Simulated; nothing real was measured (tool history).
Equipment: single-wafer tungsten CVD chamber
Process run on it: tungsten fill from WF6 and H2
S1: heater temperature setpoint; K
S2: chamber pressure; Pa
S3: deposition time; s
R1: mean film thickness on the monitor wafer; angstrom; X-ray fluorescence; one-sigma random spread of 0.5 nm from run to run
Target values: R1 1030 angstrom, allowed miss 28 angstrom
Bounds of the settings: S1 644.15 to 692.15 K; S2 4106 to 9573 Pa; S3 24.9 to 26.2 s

| run | day | S1 | S2 | S3 | R1 |
|---|---|---|---|---|---|
| 1 | 0 | 668.15 | 6839 | 26.2 | 873.4 |
| 2 | 0.238 | 668.15 | 6839 | 24.9 | 828.23 |
| 3 | 0.321 | 668.15 | 6159 | 24.9 | 794.35 |
| 4 | 0.646 | 668.15 | 6733 | 24.9 | 828.94 |
| 5 | 0.821 | 668.15 | 5666 | 24.9 | 769.28 |
| 6 | 1.071 | 670.15 | 5693 | 24.9 | 791.9 |
| 7 | 1.129 | 672.15 | 5720 | 24.9 | 825.94 |
| 8 | 1.292 | 674.15 | 5746 | 24.9 | 850.71 |
| 9 | 1.475 | 676.15 | 5773 | 24.9 | 874.39 |
| 10 | 1.575 | 678.15 | 5800 | 24.9 | 907.39 |

Consider the 5 candidate settings below. Which is the only one whose results all fall within their allowed miss of target?
| A | 1.675 | 680.15 | 5453 | 26.2 | ? |
| B | 1.675 | 679.15 | 6319 | 25.1 | ? |
| C | 1.675 | 678.15 | 5986 | 26.2 | ? |
| D | 1.675 | 674.15 | 7626 | 24.9 | ? |
| E | 1.675 | 684.15 | 5493 | 26.2 | ? |

| move | R1 |
|---|---|
| A | 955.59 |
| B | 961.06 |
| C | 964.91 |
| D | 956.06 |
| E | 1019.5 |
A: an improvement on the last run, though not all results are within tolerance
B: an improvement on the last run, though not all results are within tolerance
C: an improvement on the last run, though not all results are within tolerance
D: an improvement on the last run, though not all results are within tolerance
E: meets every target
Go with E: it meets all targets.

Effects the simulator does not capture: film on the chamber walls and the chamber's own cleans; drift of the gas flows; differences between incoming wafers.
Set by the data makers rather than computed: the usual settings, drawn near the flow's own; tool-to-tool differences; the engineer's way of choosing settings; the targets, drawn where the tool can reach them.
